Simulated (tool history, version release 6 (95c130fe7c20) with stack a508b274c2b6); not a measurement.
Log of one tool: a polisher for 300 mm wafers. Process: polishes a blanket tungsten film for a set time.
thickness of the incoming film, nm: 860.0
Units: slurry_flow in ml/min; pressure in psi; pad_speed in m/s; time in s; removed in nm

run 1 hour=0.0 | slurry_flow=310 pressure=4.7 pad_speed=1.04 slurry_solids=1.0 time=50 | removed=317.26
run 2 hour=8.9 | slurry_flow=310 pressure=4.7 pad_speed=1.04 slurry_solids=1.0 time=50 | removed=322.88
run 3 hour=9.6 | slurry_flow=310 pressure=5.0 pad_speed=1.04 slurry_solids=1.0 time=50 | removed=333.30
run 4 hour=11.6 | slurry_flow=360 pressure=5.0 pad_speed=1.04 slurry_solids=1.0 time=50 | removed=349.90
run 5 hour=13.6 | slurry_flow=365 pressure=5.2 pad_speed=1.04 slurry_solids=1.0 time=50 | removed=362.74
run 6 hour=19.0 | slurry_flow=365 pressure=5.2 pad_speed=0.80 slurry_solids=1.0 time=50 | removed=281.76
run 7 hour=23.3 | slurry_flow=365 pressure=6.5 pad_speed=0.84 slurry_solids=1.0 time=50 | removed=375.49
run 8 hour=27.3 | slurry_flow=365 pressure=6.6 pad_speed=0.84 slurry_solids=1.0 time=50 | removed=372.12
run 9 hour=33.6 | slurry_flow=365 pressure=6.8 pad_speed=0.84 slurry_solids=1.0 time=50 | removed=385.14
run 10 hour=35.9 | slurry_flow=365 pressure=6.9 pad_speed=0.84 slurry_solids=1.0 time=50 | removed=401.60

Run 11 comes next. What will it give?
run 11 hour=37.6 | slurry_flow=365 pressure=7.0 pad_speed=0.84 slurry_solids=1.0 time=50 | removed=?

Run 11 gave removed 404.68 nm.
